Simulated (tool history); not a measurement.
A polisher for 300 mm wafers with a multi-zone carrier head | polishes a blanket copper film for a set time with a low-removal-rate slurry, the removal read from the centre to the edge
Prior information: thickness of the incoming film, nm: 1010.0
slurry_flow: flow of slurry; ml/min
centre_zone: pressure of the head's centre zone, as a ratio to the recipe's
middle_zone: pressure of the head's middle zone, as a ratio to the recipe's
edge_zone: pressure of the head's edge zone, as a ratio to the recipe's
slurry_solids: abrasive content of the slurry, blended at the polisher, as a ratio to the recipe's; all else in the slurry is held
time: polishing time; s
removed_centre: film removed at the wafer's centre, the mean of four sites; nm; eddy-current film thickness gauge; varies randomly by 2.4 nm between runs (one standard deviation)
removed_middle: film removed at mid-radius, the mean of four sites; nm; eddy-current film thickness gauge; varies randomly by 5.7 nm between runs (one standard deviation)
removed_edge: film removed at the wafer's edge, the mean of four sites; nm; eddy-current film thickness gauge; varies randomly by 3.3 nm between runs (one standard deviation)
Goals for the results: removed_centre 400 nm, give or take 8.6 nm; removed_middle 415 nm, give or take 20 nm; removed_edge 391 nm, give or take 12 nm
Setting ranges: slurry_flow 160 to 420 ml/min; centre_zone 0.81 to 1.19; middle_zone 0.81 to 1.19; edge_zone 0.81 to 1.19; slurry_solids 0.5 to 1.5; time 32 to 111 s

| run | hour | slurry_flow | centre_zone | middle_zone | edge_zone | slurry_solids | time | removed_centre | removed_middle | removed_edge |
|---|---|---|---|---|---|---|---|---|---|---|
| 1 | 0 | 270 | 1 | 1 | 1 | 1 | 71 | 332.53 | 333.91 | 327.91 |
| 2 | 8 | 280 | 1.01 | 1.02 | 1.03 | 1.05 | 71 | 338.95 | 347.62 | 331.49 |
| 3 | 12.9 | 280 | 0.97 | 1.02 | 1.03 | 1.05 | 71 | 325.2 | 347.36 | 335.64 |
| 4 | 16 | 285 | 0.98 | 1.02 | 1.05 | 1.15 | 71 | 335.07 | 357.83 | 338.54 |
| 5 | 23.7 | 350 | 0.98 | 1.02 | 1.05 | 1.15 | 71 | 344.57 | 365.36 | 347.63 |
| 6 | 29 | 350 | 0.98 | 1.02 | 1.05 | 1.15 | 65 | 317.19 | 330.12 | 317.21 |
| 7 | 36.9 | 345 | 0.99 | 1.02 | 1.06 | 1.2 | 67 | 329.23 | 342.65 | 325.43 |
| 8 | 41.1 | 345 | 0.99 | 1.02 | 1.07 | 1.25 | 69 | 341.63 | 359.53 | 342.06 |

Which single option among these 5 for the next run brings every result within its allowed miss of target? Just one does.
| A | 45.3 | 380 | 1.02 | 0.99 | 1.05 | 1.35 | 85 | ? | ? | ? |
| B | 45.3 | 265 | 0.81 | 1.15 | 1.14 | 1.25 | 70 | ? | ? | ? |
| C | 45.3 | 420 | 1.09 | 0.94 | 1.07 | 1.4 | 56 | ? | ? | ? |
| D | 45.3 | 320 | 0.91 | 1.15 | 1.04 | 1.4 | 82 | ? | ? | ? |
| E | 45.3 | 360 | 1 | 1.03 | 1.02 | 1.35 | 78 | ? | ? | ? |

| move | removed_centre | removed_middle | removed_edge |
|---|---|---|---|
| A | 446.66 | 434.28 | 427.57 |
| B | 278.23 | 385.87 | 350.39 |
| C | 319.03 | 278.15 | 288.53 |
| D | 382.72 | 472.92 | 408.18 |
| E | 400.18 | 410.31 | 385.28 |
A: takes the result that was furthest off past its target
B: misses by more than the last run did
C: misses by more than the last run did
D: nearer the targets than the last run, but a result is still out of spec
E: every result lands within tolerance
The right move is E.

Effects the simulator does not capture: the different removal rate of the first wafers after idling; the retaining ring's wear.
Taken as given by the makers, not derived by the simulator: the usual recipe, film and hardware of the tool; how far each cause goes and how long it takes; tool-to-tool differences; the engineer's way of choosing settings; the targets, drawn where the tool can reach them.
